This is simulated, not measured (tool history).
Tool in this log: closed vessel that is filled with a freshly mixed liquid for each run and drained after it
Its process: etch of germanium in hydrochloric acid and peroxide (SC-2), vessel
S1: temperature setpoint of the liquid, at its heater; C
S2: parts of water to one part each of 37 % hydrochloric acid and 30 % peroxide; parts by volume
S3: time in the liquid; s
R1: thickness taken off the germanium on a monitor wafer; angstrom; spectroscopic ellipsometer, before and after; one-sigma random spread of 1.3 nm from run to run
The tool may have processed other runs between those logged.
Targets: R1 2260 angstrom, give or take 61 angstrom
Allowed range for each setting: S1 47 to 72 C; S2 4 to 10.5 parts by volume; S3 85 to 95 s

Run 1, hour 0: S1 63 C, S2 5.5 parts by volume, S3 85 s. Result: R1 3201.3 angstrom.
Run 2, hour 2.9: S1 61 C, S2 5.5 parts by volume, S3 85 s. Result: R1 2998.8 angstrom.
Run 3, hour 7.6: S1 59.5 C, S2 5.5 parts by volume, S3 85 s. Result: R1 2861.7 angstrom.
Run 4, hour 12.7: S1 59.5 C, S2 5.5 parts by volume, S3 95 s. Result: R1 3207.8 angstrom.
Run 5, hour 19.3: S1 59.5 C, S2 7 parts by volume, S3 95 s. Result: R1 3153.9 angstrom.
Run 6, hour 25.3: S1 55.5 C, S2 7 parts by volume, S3 95 s. Result: R1 2814.5 angstrom.
Run 7, hour 31.7: S1 54.5 C, S2 7 parts by volume, S3 95 s. Result: R1 2701.4 angstrom.
At hour 34.5: new drum of peroxide connected.
Run 8, hour 34.5: S1 53.5 C, S2 7 parts by volume, S3 95 s. Result: R1 2670.2 angstrom.
Run 9, hour 36.1: S1 52.5 C, S2 7 parts by volume, S3 95 s. Result: R1 2550.7 angstrom.
Run 10, hour 44.5: S1 52 C, S2 7 parts by volume, S3 95 s. Result: R1 2526.4 angstrom.
Run 11, hour 46.5: S1 51.5 C, S2 7 parts by volume, S3 95 s. Result: R1 2493.6 angstrom.
Run 12, hour 55.2: S1 47.5 C, S2 7 parts by volume, S3 95 s. Result: R1 2191.9 angstrom.

Pick the move, out of 5, that brings all results within their allowed miss; only one does.
Run A, hour 63.9: S1 47 C, S2 8 parts by volume, S3 95 s. Result: R1 ?.
Run B, hour 63.9: S1 48.5 C, S2 8 parts by volume, S3 95 s. Result: R1 ?.
Run C, hour 63.9: S1 47 C, S2 5.5 parts by volume, S3 90 s. Result: R1 ?.
Run D, hour 63.9: S1 48.5 C, S2 7.5 parts by volume, S3 90 s. Result: R1 ?.
Run E, hour 63.9: S1 48 C, S2 6 parts by volume, S3 90 s. Result: R1 ?.

move      R1
   A  2145.8
   B  2252.1
   C  2068.4
   D  2142.2
   E  2130.7
A: moves away from the targets compared with the last run
B: hits every target within its allowed miss
C: moves away from the targets compared with the last run
D: moves away from the targets compared with the last run
E: moves away from the targets compared with the last run
Correct choice: B, which meets every target
